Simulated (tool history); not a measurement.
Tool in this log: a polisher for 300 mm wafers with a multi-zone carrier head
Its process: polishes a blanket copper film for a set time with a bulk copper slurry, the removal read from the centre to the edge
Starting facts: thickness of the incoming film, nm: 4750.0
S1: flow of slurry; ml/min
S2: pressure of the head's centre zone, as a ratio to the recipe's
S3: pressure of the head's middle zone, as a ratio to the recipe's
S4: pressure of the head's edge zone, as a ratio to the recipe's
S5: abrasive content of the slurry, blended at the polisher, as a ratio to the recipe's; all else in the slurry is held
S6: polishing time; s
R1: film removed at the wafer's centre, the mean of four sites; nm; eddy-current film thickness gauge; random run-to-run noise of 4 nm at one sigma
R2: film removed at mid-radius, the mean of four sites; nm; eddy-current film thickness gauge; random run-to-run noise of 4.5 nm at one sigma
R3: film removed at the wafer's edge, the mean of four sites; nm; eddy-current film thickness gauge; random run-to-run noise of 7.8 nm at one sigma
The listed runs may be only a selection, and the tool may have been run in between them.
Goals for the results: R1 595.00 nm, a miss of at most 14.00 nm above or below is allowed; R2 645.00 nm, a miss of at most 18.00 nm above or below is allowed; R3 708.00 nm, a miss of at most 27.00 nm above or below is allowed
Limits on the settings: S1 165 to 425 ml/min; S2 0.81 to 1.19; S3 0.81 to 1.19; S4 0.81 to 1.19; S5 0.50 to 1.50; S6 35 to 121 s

run	day	S1	S2	S3	S4	S5	S6	R1	R2	R3
1	0.000	275	1.00	1.00	1.00	1.00	78	441.48	458.44	468.63
2	0.208	275	0.93	1.00	1.00	1.00	78	412.55	456.88	480.36
3	0.254	275	0.84	1.00	1.00	1.00	78	378.57	462.23	466.39
4	0.546	275	0.91	1.00	1.00	1.00	78	402.95	461.00	473.47
5	0.604	275	0.92	1.01	1.03	1.10	81	435.02	495.62	501.35
6	0.788	270	0.92	0.99	1.05	1.15	85	450.58	517.17	533.70
7	1.033	270	0.93	0.98	1.07	1.20	88	484.69	534.28	579.97
8	1.371	275	0.94	0.99	1.09	1.25	89	498.72	544.62	588.22
# day 1.525: centre zone pressure recalibrated
9	1.525	275	0.94	0.99	1.10	1.30	91	550.66	565.48	618.83
10	1.558	275	0.93	1.00	1.11	1.35	92	554.97	576.51	623.89
11	1.929	275	0.92	1.00	1.12	1.35	93	557.21	585.65	632.77

Exactly one of the 5 candidate moves below puts every result within its allowed miss. Which one?
A	2.300	300	1.07	0.90	1.17	1.50	83	?	?	?
B	2.300	250	0.91	0.96	1.16	1.45	98	?	?	?
C	2.300	255	0.93	0.81	1.19	1.45	90	?	?	?
D	2.300	235	0.86	0.93	1.05	1.35	108	?	?	?
E	2.300	300	0.86	1.13	1.11	1.50	100	?	?	?

move	R1	R2	R3
A	594.52	508.80	595.78
B	591.53	606.02	686.04
C	554.73	513.46	640.24
D	606.62	643.89	705.15
E	589.61	690.55	697.32
A: the biggest miss grows against the last run
B: closer than the last run, but not yet in spec
C: the biggest miss grows against the last run
D: meets every target
E: carries the result that was furthest off beyond its target, to the other side
Answer: D
